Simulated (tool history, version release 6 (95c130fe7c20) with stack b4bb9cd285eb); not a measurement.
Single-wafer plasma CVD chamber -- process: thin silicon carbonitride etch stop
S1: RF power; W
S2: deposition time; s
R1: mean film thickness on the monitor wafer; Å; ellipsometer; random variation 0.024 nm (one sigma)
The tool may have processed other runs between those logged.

run  hour   S1    S2      R1
  1     0  230  11.1  64.156
  2     2  230  10.5   60.11
  3   5.7  230   9.5  54.613
  4  14.5  210   9.5  53.583
  5  17.7  205   9.4  52.568
  6  20.9  200   9.3  51.365
  7  28.1  195   9.3  51.223

Estimate the outcome of run 8 from the log above:
  8    30  170  8.9   ?

Run 8 produced R1 47.256 Å.
